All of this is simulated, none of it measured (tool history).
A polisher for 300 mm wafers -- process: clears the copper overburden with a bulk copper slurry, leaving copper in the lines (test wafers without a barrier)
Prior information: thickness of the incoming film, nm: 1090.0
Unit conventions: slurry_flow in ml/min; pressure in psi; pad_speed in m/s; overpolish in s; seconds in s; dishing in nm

run	hour	slurry_flow	pressure	pad_speed	slurry_solids	overpolish	seconds	dishing
1	0.0	200	2.5	0.86	1.0	12	162.99	37.238
2	2.1	195	2.1	0.78	1.0	12	209.58	31.464
3	8.5	195	2.1	0.62	1.0	12	265.96	27.061
4	15.3	230	2.1	0.62	1.0	12	252.77	27.287
5	16.6	230	2.1	0.62	1.2	12	252.37	27.896
6	21.9	225	1.8	0.60	1.2	13	298.35	26.244
7	29.3	220	1.6	0.60	1.2	13	337.47	23.599
8	34.8	215	1.5	0.60	1.2	13	352.86	22.334

Run 9 has not been measured yet. What should we expect?
9	36.6	205	1.5	0.60	1.2	14	?	?

seconds: 362.60 s
dishing: 23.546 nm
